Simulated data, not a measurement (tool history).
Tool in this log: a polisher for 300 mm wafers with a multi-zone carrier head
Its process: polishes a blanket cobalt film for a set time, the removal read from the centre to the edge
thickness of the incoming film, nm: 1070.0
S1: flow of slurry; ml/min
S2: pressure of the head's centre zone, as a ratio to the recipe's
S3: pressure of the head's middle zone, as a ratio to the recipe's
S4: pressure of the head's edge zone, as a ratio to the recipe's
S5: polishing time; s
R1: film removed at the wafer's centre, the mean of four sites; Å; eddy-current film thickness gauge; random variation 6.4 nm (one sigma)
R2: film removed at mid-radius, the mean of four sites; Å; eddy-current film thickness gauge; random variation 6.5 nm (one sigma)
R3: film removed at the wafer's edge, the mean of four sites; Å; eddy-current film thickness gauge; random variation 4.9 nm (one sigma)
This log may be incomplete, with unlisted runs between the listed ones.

| run | hour | S1 | S2 | S3 | S4 | S5 | R1 | R2 | R3 |
|---|---|---|---|---|---|---|---|---|---|
| 1 | 0.0 | 225 | 1.00 | 1.00 | 1.00 | 55 | 4470.2 | 4301.3 | 4318.5 |
| 2 | 3.4 | 225 | 1.00 | 1.00 | 0.92 | 55 | 4444.2 | 4190.2 | 4188.0 |
| 3 | 8.3 | 225 | 1.00 | 1.00 | 0.86 | 55 | 4462.1 | 4241.9 | 4037.7 |
| 4 | 17.1 | 240 | 1.05 | 1.01 | 0.93 | 59 | 5076.1 | 4641.5 | 4550.8 |
| 5 | 24.6 | 240 | 1.01 | 1.01 | 0.93 | 59 | 4937.1 | 4597.5 | 4529.7 |
| 6 | 31.4 | 255 | 1.05 | 1.01 | 0.98 | 62 | 5371.7 | 4891.2 | 4856.9 |

The next listed run, before its measurement:
| 7 | 33.5 | 255 | 1.08 | 1.00 | 1.01 | 65 | ? | ? | ? |

R1: 5702.1 Å
R2: 5107.1 Å
R3: 5223.4 Å
